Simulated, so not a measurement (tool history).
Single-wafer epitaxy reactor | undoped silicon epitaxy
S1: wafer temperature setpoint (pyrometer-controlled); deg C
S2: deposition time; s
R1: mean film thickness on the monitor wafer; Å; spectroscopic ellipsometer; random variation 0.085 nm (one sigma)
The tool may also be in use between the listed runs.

run	day	S1	S2	R1
1	0	630	273	295.87
2	0.154	624	273	252.89
3	0.442	630	273	295.07
4	0.662	632	273	310.38
5	0.821	622	273	240.22
6	1.183	622	304	266.85

Run 7 comes next. What will it give?
7	1.267	625	304	?

Run 7 gave R1 287.97 Å.

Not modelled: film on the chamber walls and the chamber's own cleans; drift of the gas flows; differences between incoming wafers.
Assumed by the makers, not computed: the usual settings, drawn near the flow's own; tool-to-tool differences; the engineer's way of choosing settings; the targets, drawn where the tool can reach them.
